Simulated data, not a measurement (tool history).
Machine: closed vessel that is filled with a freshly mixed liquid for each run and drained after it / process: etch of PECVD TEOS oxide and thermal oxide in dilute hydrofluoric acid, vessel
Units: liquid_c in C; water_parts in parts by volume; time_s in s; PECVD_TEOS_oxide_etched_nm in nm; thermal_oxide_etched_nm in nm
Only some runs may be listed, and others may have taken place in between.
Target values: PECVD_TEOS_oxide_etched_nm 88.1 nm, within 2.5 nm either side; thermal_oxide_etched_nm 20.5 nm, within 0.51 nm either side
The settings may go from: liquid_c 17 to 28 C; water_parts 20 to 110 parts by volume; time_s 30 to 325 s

Run 1, hour 0: liquid_c 20 C, water_parts 60 parts by volume, time_s 165 s. Result: PECVD_TEOS_oxide_etched_nm 49.518 nm, thermal_oxide_etched_nm 11.589 nm.
Run 2, hour 5.5: liquid_c 22 C, water_parts 60 parts by volume, time_s 165 s. Result: PECVD_TEOS_oxide_etched_nm 53.503 nm, thermal_oxide_etched_nm 12.602 nm.
Run 3, hour 7.4: liquid_c 22 C, water_parts 75 parts by volume, time_s 165 s. Result: PECVD_TEOS_oxide_etched_nm 43.062 nm, thermal_oxide_etched_nm 9.9309 nm.
Run 4, hour 16.3: liquid_c 23.5 C, water_parts 70 parts by volume, time_s 165 s. Result: PECVD_TEOS_oxide_etched_nm 48.937 nm, thermal_oxide_etched_nm 11.296 nm.
Run 5, hour 20.9: liquid_c 24.5 C, water_parts 65 parts by volume, time_s 165 s. Result: PECVD_TEOS_oxide_etched_nm 55.118 nm, thermal_oxide_etched_nm 12.821 nm.
Run 6, hour 24.5: liquid_c 22.5 C, water_parts 65 parts by volume, time_s 165 s. Result: PECVD_TEOS_oxide_etched_nm 50.954 nm, thermal_oxide_etched_nm 11.966 nm.
Run 7, hour 26.3: liquid_c 24 C, water_parts 60 parts by volume, time_s 165 s. Result: PECVD_TEOS_oxide_etched_nm 59.409 nm, thermal_oxide_etched_nm 13.855 nm.
Run 8, hour 30.5: liquid_c 25 C, water_parts 55 parts by volume, time_s 165 s. Result: PECVD_TEOS_oxide_etched_nm 66.881 nm, thermal_oxide_etched_nm 15.513 nm.
Run 9, hour 32.3: liquid_c 25.5 C, water_parts 55 parts by volume, time_s 165 s. Result: PECVD_TEOS_oxide_etched_nm 69.443 nm, thermal_oxide_etched_nm 15.941 nm.
Run 10, hour 35.4: liquid_c 26 C, water_parts 55 parts by volume, time_s 165 s. Result: PECVD_TEOS_oxide_etched_nm 70.475 nm, thermal_oxide_etched_nm 16.429 nm.
Run 11, hour 42.6: liquid_c 26.5 C, water_parts 55 parts by volume, time_s 165 s. Result: PECVD_TEOS_oxide_etched_nm 71.089 nm, thermal_oxide_etched_nm 16.589 nm.
Run 12, hour 49.8: liquid_c 27 C, water_parts 55 parts by volume, time_s 165 s. Result: PECVD_TEOS_oxide_etched_nm 73.213 nm, thermal_oxide_etched_nm 16.875 nm.
Run 13, hour 55.2: liquid_c 27.5 C, water_parts 50 parts by volume, time_s 165 s. Result: PECVD_TEOS_oxide_etched_nm 82.382 nm, thermal_oxide_etched_nm 19.379 nm.
Run 14, hour 64: liquid_c 27.5 C, water_parts 45 parts by volume, time_s 165 s. Result: PECVD_TEOS_oxide_etched_nm 91.346 nm, thermal_oxide_etched_nm 21.48 nm.
Run 15, hour 69.4: liquid_c 27 C, water_parts 45 parts by volume, time_s 165 s. Result: PECVD_TEOS_oxide_etched_nm 92.362 nm, thermal_oxide_etched_nm 21.133 nm.

Pick the move, out of 5, that brings all results within their allowed miss; only one does.
Run A, hour 74.8: liquid_c 27 C, water_parts 35 parts by volume, time_s 130 s. Result: PECVD_TEOS_oxide_etched_nm ?, thermal_oxide_etched_nm ?.
Run B, hour 74.8: liquid_c 26 C, water_parts 45 parts by volume, time_s 165 s. Result: PECVD_TEOS_oxide_etched_nm ?, thermal_oxide_etched_nm ?.
Run C, hour 74.8: liquid_c 27 C, water_parts 55 parts by volume, time_s 215 s. Result: PECVD_TEOS_oxide_etched_nm ?, thermal_oxide_etched_nm ?.
Run D, hour 74.8: liquid_c 25 C, water_parts 30 parts by volume, time_s 120 s. Result: PECVD_TEOS_oxide_etched_nm ?, thermal_oxide_etched_nm ?.
Run E, hour 74.8: liquid_c 28 C, water_parts 60 parts by volume, time_s 225 s. Result: PECVD_TEOS_oxide_etched_nm ?, thermal_oxide_etched_nm ?.

move  PECVD_TEOS_oxide_etched_nm  thermal_oxide_etched_nm
   A                      93.419                   21.924
   B                      87.288                   20.485
   C                      95.534                    22.42
   D                       93.32                     21.9
   E                      94.684                    22.22
A: lands further from the targets than the last run did
B: every result lands within tolerance
C: lands further from the targets than the last run did
D: lands further from the targets than the last run did
E: lands further from the targets than the last run did
B meets every target.
